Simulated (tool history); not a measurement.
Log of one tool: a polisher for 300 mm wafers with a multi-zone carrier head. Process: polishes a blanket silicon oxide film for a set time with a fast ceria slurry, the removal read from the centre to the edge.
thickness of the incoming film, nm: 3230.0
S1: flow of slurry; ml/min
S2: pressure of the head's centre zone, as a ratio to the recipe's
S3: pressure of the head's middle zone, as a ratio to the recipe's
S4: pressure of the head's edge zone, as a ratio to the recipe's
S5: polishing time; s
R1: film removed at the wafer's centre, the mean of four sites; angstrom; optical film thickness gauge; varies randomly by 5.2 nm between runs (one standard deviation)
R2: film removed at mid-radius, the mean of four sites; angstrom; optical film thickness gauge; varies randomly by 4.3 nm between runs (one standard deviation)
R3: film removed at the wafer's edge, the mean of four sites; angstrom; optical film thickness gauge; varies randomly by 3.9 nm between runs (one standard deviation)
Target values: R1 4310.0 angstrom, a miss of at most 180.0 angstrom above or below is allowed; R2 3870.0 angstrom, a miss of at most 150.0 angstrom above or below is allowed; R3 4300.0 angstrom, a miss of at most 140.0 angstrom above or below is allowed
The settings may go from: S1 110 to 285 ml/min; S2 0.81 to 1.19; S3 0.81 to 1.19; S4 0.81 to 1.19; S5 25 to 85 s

run	hour	S1	S2	S3	S4	S5	R1	R2	R3
1	0.0	180	1.00	1.00	1.00	55	7399.0	7579.9	7712.9
2	6.8	175	1.00	0.98	0.98	51	6815.6	6953.1	6845.1
3	11.2	175	0.96	0.98	0.98	51	6532.0	6918.5	6972.3
4	12.5	200	0.96	0.98	0.98	51	6683.5	6918.1	7082.1
5	14.8	200	0.89	0.98	0.98	51	6169.5	7083.3	7032.1
6	15.8	200	0.98	0.98	0.98	51	6772.3	7055.4	6971.8
7	21.3	190	0.98	0.95	0.99	48	6224.8	6393.0	6558.3
8	25.6	190	0.99	0.93	0.99	45	6221.6	5882.8	6246.8
9	31.1	185	0.98	0.91	0.98	43	5821.1	5488.4	5862.1
10	36.1	180	0.97	0.90	0.97	41	5308.1	5095.7	5570.2
11	44.8	175	0.97	0.89	0.95	40	5102.3	5016.4	5382.2
12	53.3	175	0.98	0.88	0.94	39	5174.9	4849.7	5240.2
13	56.5	170	0.98	0.87	0.93	38	4947.3	4631.5	5106.5
14	58.8	170	0.98	0.86	0.92	37	4799.5	4478.8	4919.5
15	60.6	165	0.98	0.85	0.91	37	4786.8	4401.3	4923.7
16	68.1	165	0.98	0.85	0.90	36	4739.5	4288.9	4781.0
17	76.2	135	0.94	0.81	0.81	33	3953.9	3641.3	4090.5
18	81.0	140	0.94	0.81	0.81	33	3958.0	3697.2	4154.3
19	84.3	145	0.95	0.81	0.81	33	3940.9	3723.4	4120.0
20	92.1	145	0.95	0.81	0.81	33	4053.0	3608.5	4224.6

Next run, 4 choices. One meets every target within its allowed miss, the rest don't. Which?
A	99.9	110	1.08	0.91	0.83	33	?	?	?
B	99.9	125	1.01	0.85	0.81	35	?	?	?
C	99.9	150	0.85	0.84	0.83	33	?	?	?
D	99.9	140	0.88	0.81	0.81	33	?	?	?

move	R1	R2	R3
A	4113.1	3753.7	3949.2
B	4260.3	3908.4	4277.8
C	3561.0	3817.6	4185.2
D	3619.9	3647.9	4117.6
A: puts the biggest miss on target and leaves a different result outside tolerance
B: every result lands within tolerance
C: puts the biggest miss on target and leaves a different result outside tolerance
D: the biggest miss grows against the last run
Go with B: it meets all targets.

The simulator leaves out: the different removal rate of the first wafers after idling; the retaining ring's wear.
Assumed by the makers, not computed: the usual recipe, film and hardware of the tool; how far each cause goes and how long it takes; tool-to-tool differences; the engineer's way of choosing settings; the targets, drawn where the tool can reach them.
